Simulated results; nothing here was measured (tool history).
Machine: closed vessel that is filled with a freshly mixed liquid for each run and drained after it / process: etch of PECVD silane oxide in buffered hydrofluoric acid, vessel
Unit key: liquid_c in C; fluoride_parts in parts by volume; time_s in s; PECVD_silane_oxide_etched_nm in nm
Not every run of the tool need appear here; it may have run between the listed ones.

run 1 hour=0 | liquid_c=25 fluoride_parts=15 time_s=105 | PECVD_silane_oxide_etched_nm=244.96
run 2 hour=5 | liquid_c=26.5 fluoride_parts=13.5 time_s=105 | PECVD_silane_oxide_etched_nm=296.04
run 3 hour=10.7 | liquid_c=26.5 fluoride_parts=13.5 time_s=110 | PECVD_silane_oxide_etched_nm=303.93
run 4 hour=14.5 | liquid_c=28 fluoride_parts=12.5 time_s=110 | PECVD_silane_oxide_etched_nm=357.63
run 5 hour=21 | liquid_c=29 fluoride_parts=12 time_s=110 | PECVD_silane_oxide_etched_nm=398.6
run 6 hour=25.8 | liquid_c=29 fluoride_parts=14.5 time_s=110 | PECVD_silane_oxide_etched_nm=331.07

Run 7 has not been measured yet. What should we expect?
run 7 hour=32.7 | liquid_c=32 fluoride_parts=10 time_s=110 | PECVD_silane_oxide_etched_nm=?

{"run 7": {"PECVD_silane_oxide_etched_nm": 557.12}}

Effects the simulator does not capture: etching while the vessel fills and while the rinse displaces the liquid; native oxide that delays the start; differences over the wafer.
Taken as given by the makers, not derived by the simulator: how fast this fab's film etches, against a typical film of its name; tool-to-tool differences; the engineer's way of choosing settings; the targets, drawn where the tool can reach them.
